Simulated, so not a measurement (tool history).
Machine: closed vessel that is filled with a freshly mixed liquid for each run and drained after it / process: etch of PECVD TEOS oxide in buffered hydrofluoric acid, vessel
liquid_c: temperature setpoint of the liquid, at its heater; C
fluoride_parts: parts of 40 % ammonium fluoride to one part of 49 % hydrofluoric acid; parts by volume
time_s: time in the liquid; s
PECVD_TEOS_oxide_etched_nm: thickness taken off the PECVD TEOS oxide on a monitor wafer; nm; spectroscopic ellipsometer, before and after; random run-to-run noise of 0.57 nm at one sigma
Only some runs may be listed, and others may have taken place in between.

run  hour  liquid_c  fluoride_parts  time_s  PECVD_TEOS_oxide_etched_nm
  1     0        23            19.5      85                      94.671
  2   6.4        23              17      85                       108.9
  3  13.3        23            11.5      85                      159.21
  4  14.9      22.5              12      85                      150.34
  5  20.4      22.5              12      95                      166.92
  6    27        24              12      95                      180.77
  7  28.8      23.5              13      95                      161.99
  8  30.8        23              14      95                      146.72
  9  38.4      22.5            14.5      95                      138.67
 10  40.7        22              15      95                      130.68
 11  45.2      21.5            15.5      95                      121.88

For run 12, what comes out?
 12  52.7        21              16      95                           ?

Run 12 yielded PECVD_TEOS_oxide_etched_nm 114.17 nm.
